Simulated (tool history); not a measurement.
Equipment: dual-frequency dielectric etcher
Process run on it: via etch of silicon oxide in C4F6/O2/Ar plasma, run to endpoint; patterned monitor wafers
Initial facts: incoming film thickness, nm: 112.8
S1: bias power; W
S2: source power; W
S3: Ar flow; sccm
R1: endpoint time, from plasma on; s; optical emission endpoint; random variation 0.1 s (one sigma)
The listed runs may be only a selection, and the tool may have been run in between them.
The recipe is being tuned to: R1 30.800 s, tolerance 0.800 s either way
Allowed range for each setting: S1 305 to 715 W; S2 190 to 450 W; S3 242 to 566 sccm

{"run": 1, "day": 0.0, "S1": 510, "S2": 320, "S3": 404, "R1": 24.676}
{"run": 2, "day": 0.154, "S1": 510, "S2": 360, "S3": 404, "R1": 23.903}
{"run": 3, "day": 0.475, "S1": 510, "S2": 400, "S3": 404, "R1": 23.283}
{"run": 4, "day": 0.775, "S1": 510, "S2": 400, "S3": 371, "R1": 23.062}
{"run": 5, "day": 1.138, "S1": 510, "S2": 400, "S3": 335, "R1": 22.846}
{"run": 6, "day": 1.342, "S1": 467, "S2": 370, "S3": 351, "R1": 24.221}
{"run": 7, "day": 1.388, "S1": 365, "S2": 310, "S3": 405, "R1": 28.477}
{"run": 8, "day": 1.612, "S1": 353, "S2": 300, "S3": 408, "R1": 28.926}
{"run": 9, "day": 1.646, "S1": 305, "S2": 270, "S3": 421, "R1": 31.833}

4 next moves are on the table. One of them brings every result within its allowed miss. Which?
{"run": "A", "day": 1.679, "S1": 305, "S2": 250, "S3": 448, "R1": "?"}
{"run": "B", "day": 1.679, "S1": 305, "S2": 240, "S3": 422, "R1": "?"}
{"run": "C", "day": 1.679, "S1": 356, "S2": 250, "S3": 499, "R1": "?"}
{"run": "D", "day": 1.679, "S1": 369, "S2": 280, "S3": 399, "R1": "?"}

move=A R1=32.671
move=B R1=32.849
move=C R1=31.072
move=D R1=29.170
A: misses by more than the last run did
B: misses by more than the last run did
C: every result lands within tolerance
D: the result that was furthest off in the last run now lies on the other side of its target
The move that meets every target is C.
